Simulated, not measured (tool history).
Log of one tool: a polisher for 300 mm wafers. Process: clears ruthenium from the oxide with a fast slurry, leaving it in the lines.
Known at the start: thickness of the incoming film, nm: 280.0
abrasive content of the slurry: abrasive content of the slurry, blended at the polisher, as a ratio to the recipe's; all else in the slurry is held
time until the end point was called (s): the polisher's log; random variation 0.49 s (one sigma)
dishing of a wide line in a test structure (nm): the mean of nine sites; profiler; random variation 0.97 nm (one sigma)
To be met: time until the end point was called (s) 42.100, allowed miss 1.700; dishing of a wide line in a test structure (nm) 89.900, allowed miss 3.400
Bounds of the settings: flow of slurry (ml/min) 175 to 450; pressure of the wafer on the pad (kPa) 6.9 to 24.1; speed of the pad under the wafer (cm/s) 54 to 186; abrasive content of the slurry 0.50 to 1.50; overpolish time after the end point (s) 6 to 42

| run | hour | flow of slurry (ml/min) | pressure of the wafer on the pad (kPa) | speed of the pad under the wafer (cm/s) | abrasive content of the slurry | overpolish time after the end point (s) | time until the end point was called (s) | dishing of a wide line in a test structure (nm) |
|---|---|---|---|---|---|---|---|---|
| 1 | 0.0 | 290 | 15.2 | 118 | 1.00 | 21 | 73.141 | 55.864 |
| 2 | 1.0 | 345 | 15.2 | 118 | 1.00 | 21 | 73.023 | 55.655 |
| 3 | 4.3 | 345 | 15.2 | 134 | 1.00 | 21 | 64.117 | 61.173 |
| 4 | 4.8 | 390 | 15.2 | 134 | 1.00 | 21 | 63.500 | 62.625 |
| 5 | 10.8 | 420 | 15.2 | 134 | 1.00 | 21 | 64.321 | 62.974 |
| 6 | 15.9 | 420 | 17.9 | 134 | 1.00 | 21 | 54.503 | 71.489 |
| 7 | 16.6 | 420 | 18.6 | 134 | 1.00 | 21 | 51.504 | 73.442 |
| 8 | 18.0 | 420 | 18.6 | 134 | 1.00 | 21 | 50.078 | 73.573 |
| 9 | 25.4 | 420 | 19.3 | 134 | 1.00 | 21 | 50.444 | 74.967 |
| 10 | 26.7 | 420 | 20.0 | 134 | 1.00 | 21 | 48.635 | 76.244 |
| 11 | 27.6 | 420 | 20.7 | 134 | 1.00 | 21 | 45.966 | 79.337 |
| 12 | 30.3 | 420 | 21.4 | 134 | 1.00 | 22 | 44.847 | 82.549 |

4 next moves are on the table. One of them brings every result within its allowed miss. Which?
| A | 33.0 | 450 | 21.4 | 142 | 1.00 | 19 | ? | ? |
| B | 33.0 | 425 | 20.7 | 136 | 0.90 | 22 | ? | ? |
| C | 33.0 | 450 | 18.6 | 166 | 0.95 | 23 | ? | ? |
| D | 33.0 | 410 | 20.7 | 152 | 1.00 | 18 | ? | ? |

| move | time until the end point was called (s) | dishing of a wide line in a test structure (nm) |
|---|---|---|
| A | 42.569 | 79.787 |
| B | 48.189 | 81.099 |
| C | 42.750 | 90.948 |
| D | 41.447 | 78.214 |
A: further off than the last run
B: further off than the last run
C: meets every target
D: further off than the last run
Answer: C
